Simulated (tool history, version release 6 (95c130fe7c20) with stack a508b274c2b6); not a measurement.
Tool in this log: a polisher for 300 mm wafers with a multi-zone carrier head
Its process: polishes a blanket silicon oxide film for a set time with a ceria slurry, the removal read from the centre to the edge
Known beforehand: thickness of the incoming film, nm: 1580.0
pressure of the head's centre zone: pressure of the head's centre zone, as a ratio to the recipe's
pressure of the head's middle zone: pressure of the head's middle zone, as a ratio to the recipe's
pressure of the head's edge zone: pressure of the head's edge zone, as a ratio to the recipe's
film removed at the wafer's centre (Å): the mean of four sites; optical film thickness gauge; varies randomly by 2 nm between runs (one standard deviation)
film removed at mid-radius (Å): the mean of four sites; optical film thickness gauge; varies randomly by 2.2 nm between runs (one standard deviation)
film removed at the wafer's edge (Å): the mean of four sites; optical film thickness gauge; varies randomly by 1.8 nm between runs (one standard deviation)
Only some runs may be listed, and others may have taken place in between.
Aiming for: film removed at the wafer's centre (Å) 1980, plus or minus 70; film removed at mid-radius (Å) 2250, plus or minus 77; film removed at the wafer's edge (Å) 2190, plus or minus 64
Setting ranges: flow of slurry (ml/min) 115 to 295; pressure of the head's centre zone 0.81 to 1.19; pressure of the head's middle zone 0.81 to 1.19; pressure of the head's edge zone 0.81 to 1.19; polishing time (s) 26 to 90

run	hour	flow of slurry (ml/min)	pressure of the head's centre zone	pressure of the head's middle zone	pressure of the head's edge zone	polishing time (s)	film removed at the wafer's centre (Å)	film removed at mid-radius (Å)	film removed at the wafer's edge (Å)
1	0	190	1	1	1	58	1613.5	1642.8	1637.9
2	2.6	190	1	1	1.08	58	1608.6	1629.9	1727.9
3	8.5	190	0.94	1	1.08	58	1478.2	1636.2	1736.3
4	16.1	200	0.96	1.04	1.1	60	1624.4	1727.5	1792.2
5	20.1	200	0.96	1.04	1.1	46	1226.2	1341.1	1379.7
6	20.7	200	0.96	1.04	1.02	46	1223	1365.7	1332.9
7	26.2	200	0.96	1.06	1.04	53	1430.1	1565.8	1540.9
8	32.3	200	0.95	1.08	1.05	57	1513.3	1719.5	1650.1
9	37.3	200	0.95	1.09	1.07	60	1574.8	1846.8	1769.8
10	44.5	205	0.96	1.1	1.09	62	1654.8	1899	1845.6
11	48.8	240	0.99	1.17	1.17	71	2024	2337.7	2229.8
12	57.1	235	0.99	1.16	1.17	71	2002.8	2334.4	2206.8

Which of these 5 next moves meets every target?
A	65.4	220	0.94	1.12	1.19	74	?	?	?
B	65.4	280	0.98	1.12	1.16	69	?	?	?
C	65.4	240	0.95	1.19	1.09	73	?	?	?
D	65.4	200	1.02	1.17	1.13	75	?	?	?
E	65.4	215	0.94	1.18	1.17	75	?	?	?

move	film removed at the wafer's centre (Å)	film removed at mid-radius (Å)	film removed at the wafer's edge (Å)
A	1968	2368.2	2323.6
B	1978	2274.2	2186.2
C	1988.8	2490.6	2208.1
D	2132.5	2456.4	2267.1
E	1988.2	2502.5	2326.6
A: moves away from the targets compared with the last run
B: every result lands within tolerance
C: moves away from the targets compared with the last run
D: moves away from the targets compared with the last run
E: moves away from the targets compared with the last run
B meets every target.

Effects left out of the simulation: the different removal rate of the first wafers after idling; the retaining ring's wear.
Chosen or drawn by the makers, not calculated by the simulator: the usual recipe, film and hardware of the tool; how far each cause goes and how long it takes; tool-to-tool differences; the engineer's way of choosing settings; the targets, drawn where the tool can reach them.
